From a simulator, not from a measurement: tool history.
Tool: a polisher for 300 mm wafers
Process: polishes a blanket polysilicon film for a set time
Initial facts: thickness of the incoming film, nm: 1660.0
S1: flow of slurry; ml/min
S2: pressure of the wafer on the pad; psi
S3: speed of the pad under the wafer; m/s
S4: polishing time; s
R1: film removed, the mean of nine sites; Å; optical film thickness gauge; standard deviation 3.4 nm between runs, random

run  hour   S1   S2    S3  S4      R1
  1   0.0  145  2.2  1.24  82  5230.7
  2   4.3  140  1.9  1.24  82  4516.8
  3   7.2  135  1.7  1.24  82  4090.4
  4  10.6  100  1.7  1.24  82  3770.3
  5  16.9   95  1.6  1.24  82  3555.8
  6  18.5   95  1.2  1.24  82  2762.2
  7  19.4  110  1.2  1.24  82  2891.7
  8  25.5  120  1.2  1.24  82  2969.7
  9  32.3  130  1.2  1.24  82  3085.0
 10  33.8  135  1.2  1.24  82  3072.6

The next listed run, before its measurement:
 11  42.3  140  1.2  1.24  82   ?

{"run 11": {"R1": 3075.7}}

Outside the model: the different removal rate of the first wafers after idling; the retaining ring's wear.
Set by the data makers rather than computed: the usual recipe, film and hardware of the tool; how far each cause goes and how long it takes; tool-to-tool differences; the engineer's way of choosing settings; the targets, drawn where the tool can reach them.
